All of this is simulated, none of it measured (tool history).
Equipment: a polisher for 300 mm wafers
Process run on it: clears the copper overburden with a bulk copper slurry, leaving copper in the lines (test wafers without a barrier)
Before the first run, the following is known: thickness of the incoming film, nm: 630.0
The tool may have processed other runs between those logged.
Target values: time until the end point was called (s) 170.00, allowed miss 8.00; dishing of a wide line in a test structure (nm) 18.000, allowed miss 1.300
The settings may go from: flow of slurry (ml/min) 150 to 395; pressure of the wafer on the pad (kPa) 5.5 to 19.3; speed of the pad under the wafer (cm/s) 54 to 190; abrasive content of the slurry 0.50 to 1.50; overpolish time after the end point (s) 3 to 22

run	day	flow of slurry (ml/min)	pressure of the wafer on the pad (kPa)	speed of the pad under the wafer (cm/s)	abrasive content of the slurry	overpolish time after the end point (s)	time until the end point was called (s)	dishing of a wide line in a test structure (nm)
1	0.000	250	12.4	122	1.00	11	117.76	41.397
2	0.071	250	9.7	122	1.00	11	147.56	35.020
3	0.250	250	9.7	122	1.00	10	150.69	31.644
4	0.458	250	9.7	122	1.00	13	146.28	39.764
5	0.642	250	9.7	134	1.00	13	138.49	41.173
6	0.992	250	9.7	134	1.00	12	136.69	39.252
7	1.254	250	9.7	134	1.00	11	139.70	37.009
8	1.388	255	6.9	138	1.00	5	176.27	14.233

Pick the move, out of 4, that brings all results within their allowed miss; only one does.
A	1.521	260	7.6	134	1.05	5	?	?
B	1.521	315	6.2	154	0.80	7	?	?
C	1.521	295	9.0	114	0.85	5	?	?
D	1.521	215	7.6	146	0.90	6	?	?

move	time until the end point was called (s)	dishing of a wide line in a test structure (nm)
A	167.02	15.091
B	190.94	18.002
C	170.46	14.890
D	167.15	17.814
A: closer than the last run, but not yet in spec
B: brings the last run's worst result on target, with another outside its allowed miss
C: closer than the last run, but not yet in spec
D: all results land within tolerance of their targets
Move D is the one to make.
